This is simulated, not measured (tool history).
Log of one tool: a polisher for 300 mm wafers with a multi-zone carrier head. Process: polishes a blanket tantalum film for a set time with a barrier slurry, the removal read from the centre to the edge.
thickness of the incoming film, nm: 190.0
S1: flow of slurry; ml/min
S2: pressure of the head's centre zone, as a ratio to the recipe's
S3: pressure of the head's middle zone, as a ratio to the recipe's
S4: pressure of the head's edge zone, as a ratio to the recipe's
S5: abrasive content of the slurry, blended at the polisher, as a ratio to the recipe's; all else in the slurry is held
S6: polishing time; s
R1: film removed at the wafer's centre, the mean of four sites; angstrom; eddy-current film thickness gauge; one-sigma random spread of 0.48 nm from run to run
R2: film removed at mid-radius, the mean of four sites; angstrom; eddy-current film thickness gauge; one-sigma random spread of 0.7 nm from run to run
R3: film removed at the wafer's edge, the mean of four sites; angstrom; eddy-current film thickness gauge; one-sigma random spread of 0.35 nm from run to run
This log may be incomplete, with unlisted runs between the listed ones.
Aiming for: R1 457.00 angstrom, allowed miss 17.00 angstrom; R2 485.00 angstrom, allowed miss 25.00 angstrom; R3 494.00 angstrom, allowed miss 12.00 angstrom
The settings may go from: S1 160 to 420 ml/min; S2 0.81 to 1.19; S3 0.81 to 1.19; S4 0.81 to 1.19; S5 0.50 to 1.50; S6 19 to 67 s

run,hour,S1,S2,S3,S4,S5,S6,R1,R2,R3
1,0.0,270,1.00,1.00,1.00,1.00,43,352.02,356.95,357.03
2,4.0,270,1.00,1.01,1.02,1.05,43,353.85,369.42,362.54
3,8.5,325,1.00,1.01,1.02,1.05,43,356.99,373.01,367.30
4,9.3,325,1.00,1.01,1.02,0.95,43,350.36,364.02,361.04
5,16.6,325,1.00,1.01,1.03,1.00,44,366.75,362.40,370.66
6,18.0,275,1.00,1.01,1.03,1.00,44,353.73,363.84,369.32
7,19.8,275,1.00,1.01,1.04,1.05,45,372.37,379.70,385.49
8,28.5,275,1.00,1.01,1.05,1.10,45,381.36,386.63,388.39
9,29.1,275,0.99,1.01,1.06,1.15,46,384.26,395.16,407.69
10,35.3,275,0.99,1.02,1.07,1.20,46,389.30,411.12,415.73
11,42.9,305,1.04,1.03,1.17,1.45,47,438.55,437.14,466.57
12,43.8,305,1.04,1.04,1.17,1.45,47,442.89,446.35,467.06
13,50.3,305,1.03,1.06,1.18,1.50,48,441.92,464.49,475.76

Pick the move, out of 4, that brings all results within their allowed miss; only one does.
A,56.8,345,1.04,1.05,1.17,1.50,46,?,?,?
B,56.8,330,1.06,0.94,1.04,1.50,49,?,?,?
C,56.8,320,1.07,1.07,1.13,1.50,47,?,?,?
D,56.8,315,1.01,1.07,1.17,1.40,50,?,?,?

move,R1,R2,R3
A,439.90,430.71,459.33
B,475.38,416.44,460.33
C,459.41,444.38,458.63
D,453.72,465.33,488.99
A: further off than the last run
B: further off than the last run
C: further off than the last run
D: in spec on every target
Answer: D
